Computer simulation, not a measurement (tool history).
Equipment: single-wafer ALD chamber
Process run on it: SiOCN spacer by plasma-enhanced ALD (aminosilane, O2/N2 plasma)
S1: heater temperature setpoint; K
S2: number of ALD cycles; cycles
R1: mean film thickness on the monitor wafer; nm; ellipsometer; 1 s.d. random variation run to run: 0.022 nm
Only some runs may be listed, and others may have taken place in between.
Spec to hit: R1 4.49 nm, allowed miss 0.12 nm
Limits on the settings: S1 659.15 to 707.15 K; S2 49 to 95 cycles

Run 1, hour 0: S1 683.15 K, S2 72 cycles. Result: R1 3.8728 nm.
Run 2, hour 6.9: S1 683.15 K, S2 75 cycles. Result: R1 4.0023 nm.
Run 3, hour 13.9: S1 683.15 K, S2 65 cycles. Result: R1 3.5181 nm.
Run 4, hour 16.5: S1 681.15 K, S2 70 cycles. Result: R1 3.8028 nm.
Run 5, hour 23.3: S1 681.15 K, S2 62 cycles. Result: R1 3.3316 nm.
Run 6, hour 30: S1 688.15 K, S2 62 cycles. Result: R1 3.2857 nm.
Run 7, hour 35.3: S1 685.15 K, S2 67 cycles. Result: R1 3.5532 nm.
Run 8, hour 38.7: S1 682.15 K, S2 70 cycles. Result: R1 3.7565 nm.
Run 9, hour 40.9: S1 680.15 K, S2 73 cycles. Result: R1 3.933 nm.

4 candidate next runs follow, results not yet known. Just one meets every target within its allowed miss. Identify it.
Run A, hour 43.1: S1 673.15 K, S2 75 cycles. Result: R1 ?.
Run B, hour 43.1: S1 671.15 K, S2 75 cycles. Result: R1 ?.
Run C, hour 43.1: S1 690.15 K, S2 78 cycles. Result: R1 ?.
Run D, hour 43.1: S1 685.15 K, S2 83 cycles. Result: R1 ?.

move      R1
   A  4.1574
   B   4.161
   C  4.1094
   D  4.4399
A: closes in on the targets versus the last run, not all within tolerance yet
B: closes in on the targets versus the last run, not all within tolerance yet
C: closes in on the targets versus the last run, not all within tolerance yet
D: every result within its allowed miss
So the answer is move D, the one that meets all the targets.
